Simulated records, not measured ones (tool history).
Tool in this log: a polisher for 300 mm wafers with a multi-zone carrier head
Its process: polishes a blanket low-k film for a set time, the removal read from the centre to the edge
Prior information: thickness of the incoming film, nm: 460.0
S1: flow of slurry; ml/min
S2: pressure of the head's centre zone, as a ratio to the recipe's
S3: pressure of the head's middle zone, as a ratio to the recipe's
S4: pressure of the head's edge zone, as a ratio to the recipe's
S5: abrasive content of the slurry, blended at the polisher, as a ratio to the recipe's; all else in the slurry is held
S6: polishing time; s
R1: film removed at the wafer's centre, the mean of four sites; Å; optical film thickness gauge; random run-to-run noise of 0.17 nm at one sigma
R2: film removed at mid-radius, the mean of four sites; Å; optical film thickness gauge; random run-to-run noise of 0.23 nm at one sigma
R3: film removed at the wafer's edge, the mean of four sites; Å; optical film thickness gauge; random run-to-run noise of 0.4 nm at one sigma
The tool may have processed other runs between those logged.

run,hour,S1,S2,S3,S4,S5,S6,R1,R2,R3
1,0,250,1,1,1,1,38,224.18,221.95,212.35
2,5,310,1,1,1,1,38,226.6,227.68,219.21
3,6,310,1,0.92,1,1,38,228.97,209.54,213.57
4,11.1,320,1.01,0.98,1.02,1.1,38,243.08,233.21,231.85
5,19.3,320,1.01,0.98,1.07,1.1,38,242.54,233.45,234.94
6,20.1,320,1.01,0.98,1.07,1.1,32,204.49,197.73,199.79

Predict the results of run 7:
7,21.9,330,1.01,1.02,1.07,1.2,33,?,?,?

Run 7 gave R1 219.35 Å, R2 220.42 Å, R3 212.74 Å.
